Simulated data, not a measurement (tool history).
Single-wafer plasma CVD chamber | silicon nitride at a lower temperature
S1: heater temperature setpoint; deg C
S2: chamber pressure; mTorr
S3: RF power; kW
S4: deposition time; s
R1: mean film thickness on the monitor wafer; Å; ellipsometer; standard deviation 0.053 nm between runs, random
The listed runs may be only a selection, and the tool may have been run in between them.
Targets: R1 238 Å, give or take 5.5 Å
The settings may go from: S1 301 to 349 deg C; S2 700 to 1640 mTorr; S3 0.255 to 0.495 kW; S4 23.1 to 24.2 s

run  hour   S1    S2     S3    S4      R1
  1     0  325  1170  0.375  24.2   296.4
  2   6.1  325  1080  0.355  24.1  283.09
  3   6.8  330  1080  0.355  24.1  281.69
  4   7.6  330  1020  0.335    24  269.98
  5  11.9  330  1220  0.335    24  282.49
  6  18.7  330  1140   0.32  23.9  270.08
  7  27.4  330  1140   0.32  23.9  269.15
  8  33.5  330  1070   0.31  23.8  260.46
  9  36.1  330  1010  0.305  23.8  255.87
 10    42  330   960    0.3  23.8  250.68

Pick the move, out of 5, that brings all results within their allowed miss; only one does.
  A  47.9  337  1090  0.335  24.2   ?
  B  47.9  330  1070  0.345  24.2   ?
  C  47.9  331   820   0.34  24.2   ?
  D  47.9  325   860    0.3  23.1   ?
  E  47.9  333  1080    0.3  23.5   ?

move      R1
   A  275.59
   B  278.83
   C  259.71
   D  237.75
   E   254.5
A: the biggest miss grows against the last run
B: the biggest miss grows against the last run
C: the biggest miss grows against the last run
D: all results land within tolerance of their targets
E: the biggest miss grows against the last run
Correct choice: D, which meets every target

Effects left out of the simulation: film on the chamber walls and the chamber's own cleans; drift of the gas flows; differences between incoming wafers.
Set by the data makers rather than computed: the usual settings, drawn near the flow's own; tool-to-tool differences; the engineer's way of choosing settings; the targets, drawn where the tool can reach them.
